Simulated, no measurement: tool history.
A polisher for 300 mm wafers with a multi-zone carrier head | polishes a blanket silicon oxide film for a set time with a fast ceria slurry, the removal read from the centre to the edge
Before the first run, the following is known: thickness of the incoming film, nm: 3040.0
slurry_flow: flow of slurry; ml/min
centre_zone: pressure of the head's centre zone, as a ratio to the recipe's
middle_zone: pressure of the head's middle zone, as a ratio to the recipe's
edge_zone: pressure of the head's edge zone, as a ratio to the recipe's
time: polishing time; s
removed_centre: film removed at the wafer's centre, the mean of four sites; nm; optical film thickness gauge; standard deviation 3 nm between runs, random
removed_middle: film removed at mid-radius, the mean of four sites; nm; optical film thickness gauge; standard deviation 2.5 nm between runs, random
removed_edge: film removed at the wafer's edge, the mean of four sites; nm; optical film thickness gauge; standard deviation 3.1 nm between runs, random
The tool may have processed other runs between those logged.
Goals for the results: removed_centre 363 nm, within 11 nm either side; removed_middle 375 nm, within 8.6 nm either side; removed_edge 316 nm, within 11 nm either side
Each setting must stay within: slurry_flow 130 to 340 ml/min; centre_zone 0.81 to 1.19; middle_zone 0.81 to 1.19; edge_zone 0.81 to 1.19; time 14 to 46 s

{"run": 1, "hour": 0.0, "slurry_flow": 220, "centre_zone": 1, "middle_zone": 1, "edge_zone": 1, "time": 30, "removed_centre": 533.39, "removed_middle": 535.87, "removed_edge": 547.3}
{"run": 2, "hour": 1.6, "slurry_flow": 265, "centre_zone": 1, "middle_zone": 1, "edge_zone": 1, "time": 30, "removed_centre": 551.51, "removed_middle": 555.42, "removed_edge": 558.69}
{"run": 3, "hour": 5.8, "slurry_flow": 270, "centre_zone": 1.01, "middle_zone": 1.01, "edge_zone": 0.97, "time": 27, "removed_centre": 504.67, "removed_middle": 504.71, "removed_edge": 507.19}
{"run": 4, "hour": 10.2, "slurry_flow": 265, "centre_zone": 1.03, "middle_zone": 1.04, "edge_zone": 0.94, "time": 25, "removed_centre": 472.35, "removed_middle": 481.79, "removed_edge": 445.4}
{"run": 5, "hour": 15.4, "slurry_flow": 250, "centre_zone": 1.03, "middle_zone": 1.04, "edge_zone": 0.92, "time": 24, "removed_centre": 443.41, "removed_middle": 452.95, "removed_edge": 425.41}
{"run": 6, "hour": 23.5, "slurry_flow": 250, "centre_zone": 1.03, "middle_zone": 0.99, "edge_zone": 0.92, "time": 24, "removed_centre": 447.02, "removed_middle": 439.63, "removed_edge": 426.51}
{"run": 7, "hour": 26.1, "slurry_flow": 235, "centre_zone": 1.04, "middle_zone": 1, "edge_zone": 0.9, "time": 23, "removed_centre": 431.18, "removed_middle": 411.52, "removed_edge": 397.8}
{"run": 8, "hour": 27.6, "slurry_flow": 220, "centre_zone": 1.04, "middle_zone": 1.02, "edge_zone": 0.88, "time": 22, "removed_centre": 408.17, "removed_middle": 401.71, "removed_edge": 375.46}
{"run": 9, "hour": 29.7, "slurry_flow": 210, "centre_zone": 1.04, "middle_zone": 1.03, "edge_zone": 0.87, "time": 22, "removed_centre": 402.81, "removed_middle": 403.56, "removed_edge": 380.13}
{"run": 10, "hour": 36.3, "slurry_flow": 215, "centre_zone": 1.05, "middle_zone": 1.04, "edge_zone": 0.86, "time": 21, "removed_centre": 385.43, "removed_middle": 388.18, "removed_edge": 359.32}
{"run": 11, "hour": 40.7, "slurry_flow": 215, "centre_zone": 1.06, "middle_zone": 1.06, "edge_zone": 0.85, "time": 21, "removed_centre": 394.44, "removed_middle": 393.42, "removed_edge": 355.32}
{"run": 12, "hour": 49.0, "slurry_flow": 210, "centre_zone": 1.06, "middle_zone": 1.07, "edge_zone": 0.84, "time": 21, "removed_centre": 388.45, "removed_middle": 398.74, "removed_edge": 349.29}
{"run": 13, "hour": 56.5, "slurry_flow": 200, "centre_zone": 1.07, "middle_zone": 1.08, "edge_zone": 0.83, "time": 21, "removed_centre": 390.76, "removed_middle": 398.51, "removed_edge": 350.85}
{"run": 14, "hour": 58.7, "slurry_flow": 200, "centre_zone": 1.07, "middle_zone": 1.09, "edge_zone": 0.83, "time": 21, "removed_centre": 395.61, "removed_middle": 402.17, "removed_edge": 348.96}
{"run": 15, "hour": 61.2, "slurry_flow": 195, "centre_zone": 1.07, "middle_zone": 1.1, "edge_zone": 0.82, "time": 20, "removed_centre": 375.48, "removed_middle": 383.19, "removed_edge": 326.07}

Consider the 5 candidate settings below. Which is the only one whose results all fall within their allowed miss of target?
{"run": "A", "hour": 63.7, "slurry_flow": 205, "centre_zone": 1.03, "middle_zone": 1.1, "edge_zone": 0.87, "time": 20, "removed_centre": "?", "removed_middle": "?", "removed_edge": "?"}
{"run": "B", "hour": 63.7, "slurry_flow": 150, "centre_zone": 1.1, "middle_zone": 1.13, "edge_zone": 0.81, "time": 20, "removed_centre": "?", "removed_middle": "?", "removed_edge": "?"}
{"run": "C", "hour": 63.7, "slurry_flow": 150, "centre_zone": 1.05, "middle_zone": 1.08, "edge_zone": 0.82, "time": 20, "removed_centre": "?", "removed_middle": "?", "removed_edge": "?"}
{"run": "D", "hour": 63.7, "slurry_flow": 175, "centre_zone": 1.19, "middle_zone": 1.07, "edge_zone": 0.86, "time": 20, "removed_centre": "?", "removed_middle": "?", "removed_edge": "?"}
{"run": "E", "hour": 63.7, "slurry_flow": 210, "centre_zone": 1.03, "middle_zone": 1, "edge_zone": 0.84, "time": 21, "removed_centre": "?", "removed_middle": "?", "removed_edge": "?"}

move=A removed_centre=364.71 removed_middle=385.67 removed_edge=335.97
move=B removed_centre=363.17 removed_middle=371.7 removed_edge=311.51
move=C removed_centre=347.32 removed_middle=357.64 removed_edge=313.39
move=D removed_centre=405.79 removed_middle=366.19 removed_edge=327.68
move=E removed_centre=384.28 removed_middle=374.84 removed_edge=348.7
A: corrects the largest miss of the last run, while another result sits out of spec
B: all results land within tolerance of their targets
C: the result that was furthest off in the last run now lies on the other side of its target
D: further off than the last run
E: further off than the last run
Go with B: it meets all targets.

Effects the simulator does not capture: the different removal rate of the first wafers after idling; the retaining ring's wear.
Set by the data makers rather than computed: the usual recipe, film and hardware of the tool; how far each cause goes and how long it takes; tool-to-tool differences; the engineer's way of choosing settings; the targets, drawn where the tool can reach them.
